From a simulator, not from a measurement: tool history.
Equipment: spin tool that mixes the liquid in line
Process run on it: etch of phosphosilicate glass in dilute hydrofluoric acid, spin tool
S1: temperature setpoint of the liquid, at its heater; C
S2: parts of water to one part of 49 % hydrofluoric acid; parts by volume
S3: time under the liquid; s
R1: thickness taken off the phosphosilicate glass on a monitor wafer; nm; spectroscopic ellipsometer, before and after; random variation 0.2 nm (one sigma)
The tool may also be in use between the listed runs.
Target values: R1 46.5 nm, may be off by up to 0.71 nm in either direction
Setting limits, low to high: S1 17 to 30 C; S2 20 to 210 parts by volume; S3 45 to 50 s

run	hour	S1	S2	S3	R1
1	0	22	115	45	25.256
2	0.7	22	90	45	33.125
3	5.4	23.5	90	45	35.151
4	12.8	23.5	115	45	26.834
5	20.3	23.5	80	45	40.052
6	28.4	21.5	80	45	37.183
7	36.7	23	80	45	39.194
# hour 42.9: hydrofluoric acid flow meter replaced
8	42.9	24	80	45	36.384

Pick the move, out of 4, that brings all results within their allowed miss; only one does.
A	49.1	25	75	50	?
B	49.1	19	60	50	?
C	49.1	24	70	50	?
D	49.1	23	70	50	?

move	R1
A	45.051
B	44.781
C	46.666
D	44.805
A: an improvement on the last run, though not all results are within tolerance
B: an improvement on the last run, though not all results are within tolerance
C: each result inside its tolerance
D: an improvement on the last run, though not all results are within tolerance
So the answer is move C, the one that meets all the targets.
